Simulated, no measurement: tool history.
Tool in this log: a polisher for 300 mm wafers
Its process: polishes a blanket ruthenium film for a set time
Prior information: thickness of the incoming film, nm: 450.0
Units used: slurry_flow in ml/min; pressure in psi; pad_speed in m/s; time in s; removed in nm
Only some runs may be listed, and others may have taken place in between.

run 1 hour=0.0 | slurry_flow=270 pressure=1.9 pad_speed=0.88 time=18 | removed=16.446
run 2 hour=0.8 | slurry_flow=215 pressure=1.9 pad_speed=0.88 time=18 | removed=16.331
run 3 hour=9.5 | slurry_flow=215 pressure=1.9 pad_speed=0.88 time=16 | removed=14.513
run 4 hour=11.3 | slurry_flow=215 pressure=1.9 pad_speed=0.88 time=16 | removed=14.578
run 5 hour=18.6 | slurry_flow=215 pressure=1.9 pad_speed=0.88 time=18 | removed=16.016
run 6 hour=19.5 | slurry_flow=215 pressure=1.9 pad_speed=0.68 time=18 | removed=12.650
run 7 hour=28.0 | slurry_flow=220 pressure=2.3 pad_speed=0.72 time=18 | removed=16.283
run 8 hour=32.2 | slurry_flow=225 pressure=2.5 pad_speed=0.76 time=18 | removed=18.239
run 9 hour=35.5 | slurry_flow=230 pressure=2.7 pad_speed=0.82 time=18 | removed=20.388
run 10 hour=41.0 | slurry_flow=235 pressure=2.8 pad_speed=0.88 time=18 | removed=23.496

What will run 11 give?
run 11 hour=41.5 | slurry_flow=240 pressure=2.9 pad_speed=0.90 time=18 | removed=?

{"run 11": {"removed": 24.531}}

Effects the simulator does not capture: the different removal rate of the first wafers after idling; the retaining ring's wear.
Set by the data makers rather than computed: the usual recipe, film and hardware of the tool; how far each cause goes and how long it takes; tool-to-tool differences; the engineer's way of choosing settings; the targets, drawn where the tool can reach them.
